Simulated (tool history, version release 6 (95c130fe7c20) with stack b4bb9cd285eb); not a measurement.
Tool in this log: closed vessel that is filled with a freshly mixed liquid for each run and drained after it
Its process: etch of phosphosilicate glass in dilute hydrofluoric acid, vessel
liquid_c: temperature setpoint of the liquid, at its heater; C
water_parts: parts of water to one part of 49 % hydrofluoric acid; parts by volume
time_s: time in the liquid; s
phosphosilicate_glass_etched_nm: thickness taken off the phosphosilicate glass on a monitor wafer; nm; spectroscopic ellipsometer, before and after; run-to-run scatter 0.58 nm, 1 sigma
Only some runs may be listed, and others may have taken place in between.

run	hour	liquid_c	water_parts	time_s	phosphosilicate_glass_etched_nm
1	0.0	25.0	90	30	20.752
2	2.7	27.0	70	30	29.513
3	6.7	28.5	60	30	37.854
4	7.9	29.5	55	30	42.370
5	15.1	29.5	80	30	28.163
6	20.5	26.5	80	30	24.989
7	23.2	28.0	65	30	33.523
8	24.8	29.5	55	30	42.268
9	31.9	30.5	50	30	49.503
10	36.3	31.0	50	30	50.127
11	37.3	31.5	45	30	56.635
12	42.4	32.0	45	30	59.290

Expected results for the next run?
13	43.8	32.5	45	30	?

phosphosilicate_glass_etched_nm: 59.213 nm
